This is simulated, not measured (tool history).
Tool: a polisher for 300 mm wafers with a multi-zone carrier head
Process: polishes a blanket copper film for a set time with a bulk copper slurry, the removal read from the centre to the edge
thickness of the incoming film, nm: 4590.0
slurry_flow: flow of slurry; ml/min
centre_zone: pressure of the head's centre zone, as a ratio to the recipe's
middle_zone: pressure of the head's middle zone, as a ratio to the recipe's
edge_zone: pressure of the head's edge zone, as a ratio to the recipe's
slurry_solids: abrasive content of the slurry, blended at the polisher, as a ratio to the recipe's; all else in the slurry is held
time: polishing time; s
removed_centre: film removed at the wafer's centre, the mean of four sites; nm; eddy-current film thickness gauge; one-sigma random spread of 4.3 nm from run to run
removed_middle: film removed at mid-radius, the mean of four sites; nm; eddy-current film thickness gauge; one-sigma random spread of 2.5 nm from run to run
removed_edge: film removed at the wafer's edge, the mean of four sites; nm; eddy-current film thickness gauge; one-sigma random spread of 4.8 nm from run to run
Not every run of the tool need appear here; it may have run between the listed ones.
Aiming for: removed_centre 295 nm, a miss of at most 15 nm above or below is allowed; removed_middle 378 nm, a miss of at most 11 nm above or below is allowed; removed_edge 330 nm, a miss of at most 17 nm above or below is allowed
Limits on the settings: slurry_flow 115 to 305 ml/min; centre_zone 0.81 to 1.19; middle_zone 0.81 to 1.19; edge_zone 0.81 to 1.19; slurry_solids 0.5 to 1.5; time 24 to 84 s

Run 1, hour 0: slurry_flow 195 ml/min, centre_zone 1, middle_zone 1, edge_zone 1, slurry_solids 1, time 54 s. Result: removed_centre 247.2 nm, removed_middle 256.27 nm, removed_edge 250 nm.
Run 2, hour 1.5: slurry_flow 195 ml/min, centre_zone 1, middle_zone 0.95, edge_zone 1, slurry_solids 1, time 54 s. Result: removed_centre 251.11 nm, removed_middle 247.11 nm, removed_edge 244.29 nm.
Run 3, hour 6.5: slurry_flow 200 ml/min, centre_zone 1, middle_zone 0.98, edge_zone 1, slurry_solids 1.05, time 55 s. Result: removed_centre 255.96 nm, removed_middle 259.07 nm, removed_edge 258.71 nm.
Run 4, hour 7.7: slurry_flow 205 ml/min, centre_zone 1, middle_zone 1.01, edge_zone 0.98, slurry_solids 1.05, time 56 s. Result: removed_centre 270.45 nm, removed_middle 271.42 nm, removed_edge 262.94 nm.
Run 5, hour 14.7: slurry_flow 205 ml/min, centre_zone 0.97, middle_zone 1.04, edge_zone 0.97, slurry_solids 1.1, time 57 s. Result: removed_centre 260.55 nm, removed_middle 289.06 nm, removed_edge 268.82 nm.
Run 6, hour 18.5: slurry_flow 205 ml/min, centre_zone 0.97, middle_zone 1.04, edge_zone 0.97, slurry_solids 0.95, time 57 s. Result: removed_centre 261.73 nm, removed_middle 277.66 nm, removed_edge 257.38 nm.
Run 7, hour 22.8: slurry_flow 210 ml/min, centre_zone 0.97, middle_zone 1.06, edge_zone 0.97, slurry_solids 1, time 57 s. Result: removed_centre 262.01 nm, removed_middle 287.71 nm, removed_edge 258.15 nm.
Run 8, hour 25.8: slurry_flow 215 ml/min, centre_zone 0.97, middle_zone 1.08, edge_zone 0.98, slurry_solids 1.05, time 57 s. Result: removed_centre 265.46 nm, removed_middle 296.3 nm, removed_edge 264.84 nm.
Run 9, hour 30.1: slurry_flow 220 ml/min, centre_zone 0.97, middle_zone 1.09, edge_zone 0.99, slurry_solids 1.1, time 57 s. Result: removed_centre 269 nm, removed_middle 302.51 nm, removed_edge 267.33 nm.
Run 10, hour 31.4: slurry_flow 220 ml/min, centre_zone 0.97, middle_zone 1.1, edge_zone 1, slurry_solids 1.15, time 58 s. Result: removed_centre 278.15 nm, removed_middle 314.56 nm, removed_edge 275.96 nm.
Run 11, hour 37.8: slurry_flow 220 ml/min, centre_zone 0.96, middle_zone 1.1, edge_zone 1.01, slurry_solids 1.2, time 59 s. Result: removed_centre 283.05 nm, removed_middle 323.26 nm, removed_edge 291.35 nm.
Run 12, hour 45.8: slurry_flow 225 ml/min, centre_zone 0.95, middle_zone 1.11, edge_zone 1.02, slurry_solids 1.25, time 59 s. Result: removed_centre 283.91 nm, removed_middle 332.2 nm, removed_edge 282.55 nm.
Run 13, hour 47.1: slurry_flow 210 ml/min, centre_zone 0.95, middle_zone 1.11, edge_zone 1.02, slurry_solids 1.3, time 60 s. Result: removed_centre 286.98 nm, removed_middle 337.81 nm, removed_edge 294.11 nm.
Run 14, hour 49.2: slurry_flow 210 ml/min, centre_zone 0.94, middle_zone 1.11, edge_zone 1.03, slurry_solids 1.35, time 60 s. Result: removed_centre 283.82 nm, removed_middle 336.79 nm, removed_edge 302.86 nm.
Run 15, hour 50.4: slurry_flow 210 ml/min, centre_zone 0.93, middle_zone 1.12, edge_zone 1.04, slurry_solids 1.35, time 60 s. Result: removed_centre 279.18 nm, removed_middle 340.17 nm, removed_edge 298.4 nm.

5 next moves are on the table. One of them brings every result within its allowed miss. Which?
Run A, hour 51.6: slurry_flow 115 ml/min, centre_zone 0.82, middle_zone 0.86, edge_zone 1.19, slurry_solids 1.25, time 80 s. Result: removed_centre ?, removed_middle ?, removed_edge ?.
Run B, hour 51.6: slurry_flow 180 ml/min, centre_zone 0.92, middle_zone 0.95, edge_zone 1.17, slurry_solids 1.15, time 62 s. Result: removed_centre ?, removed_middle ?, removed_edge ?.
Run C, hour 51.6: slurry_flow 165 ml/min, centre_zone 0.86, middle_zone 0.89, edge_zone 1.19, slurry_solids 1.45, time 65 s. Result: removed_centre ?, removed_middle ?, removed_edge ?.
Run D, hour 51.6: slurry_flow 160 ml/min, centre_zone 0.91, middle_zone 1.17, edge_zone 1.05, slurry_solids 1.5, time 66 s. Result: removed_centre ?, removed_middle ?, removed_edge ?.
Run E, hour 51.6: slurry_flow 180 ml/min, centre_zone 0.95, middle_zone 1.15, edge_zone 1.05, slurry_solids 1.45, time 57 s. Result: removed_centre ?, removed_middle ?, removed_edge ?.

move  removed_centre  removed_middle  removed_edge
   A          278.88          306.33        372.98
   B          273.25          284.55        304.76
   C          274.65          291.01        333.39
   D           295.5          372.46        322.74
   E          272.83          323.11        281.95
A: its largest miss is bigger than the last run's
B: its largest miss is bigger than the last run's
C: its largest miss is bigger than the last run's
D: each result inside its tolerance
E: its largest miss is bigger than the last run's
Answer: D
